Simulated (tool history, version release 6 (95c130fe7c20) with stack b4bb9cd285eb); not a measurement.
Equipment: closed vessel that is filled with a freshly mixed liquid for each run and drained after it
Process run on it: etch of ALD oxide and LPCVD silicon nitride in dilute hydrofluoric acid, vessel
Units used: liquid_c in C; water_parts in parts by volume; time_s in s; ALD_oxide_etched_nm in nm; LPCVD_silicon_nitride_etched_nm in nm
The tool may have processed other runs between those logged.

run,hour,liquid_c,water_parts,time_s,ALD_oxide_etched_nm,LPCVD_silicon_nitride_etched_nm
1,0.0,20.0,130,500,59.786,1.3698
2,1.9,20.0,150,500,50.632,1.2454
3,5.3,20.0,130,500,60.593,1.3972
4,7.1,20.0,145,510,54.132,1.2527
5,10.6,20.0,100,510,81.558,1.8414
6,19.6,20.5,130,515,63.423,1.4759

Predict the results of run 7:
7,25.2,20.5,145,520,?,?

ALD_oxide_etched_nm: 56.452 nm
LPCVD_silicon_nitride_etched_nm: 1.3261 nm
